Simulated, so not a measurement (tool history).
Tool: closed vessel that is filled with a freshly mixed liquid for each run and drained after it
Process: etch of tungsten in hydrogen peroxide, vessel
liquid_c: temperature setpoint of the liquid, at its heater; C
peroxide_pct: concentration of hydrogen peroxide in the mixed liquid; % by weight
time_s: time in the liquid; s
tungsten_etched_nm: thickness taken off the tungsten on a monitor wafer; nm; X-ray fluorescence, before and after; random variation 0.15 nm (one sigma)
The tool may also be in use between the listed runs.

run	hour	liquid_c	peroxide_pct	time_s	tungsten_etched_nm
1	0.0	44.0	20.0	30	16.570
2	4.1	45.5	20.0	30	18.343
3	11.2	47.0	20.0	30	20.215
4	11.8	40.5	20.0	30	13.304
# hour 12.7: peroxide flow meter replaced
5	12.7	40.5	20.0	30	13.836
6	16.1	43.0	20.0	30	16.175
7	21.8	45.0	20.0	30	18.468
8	28.2	46.5	20.0	30	20.524
9	32.5	46.5	20.0	30	20.126

Run 10 comes next. What will it give?
10	33.3	47.5	20.0	30	?

{"run 10": {"tungsten_etched_nm": 21.724}}

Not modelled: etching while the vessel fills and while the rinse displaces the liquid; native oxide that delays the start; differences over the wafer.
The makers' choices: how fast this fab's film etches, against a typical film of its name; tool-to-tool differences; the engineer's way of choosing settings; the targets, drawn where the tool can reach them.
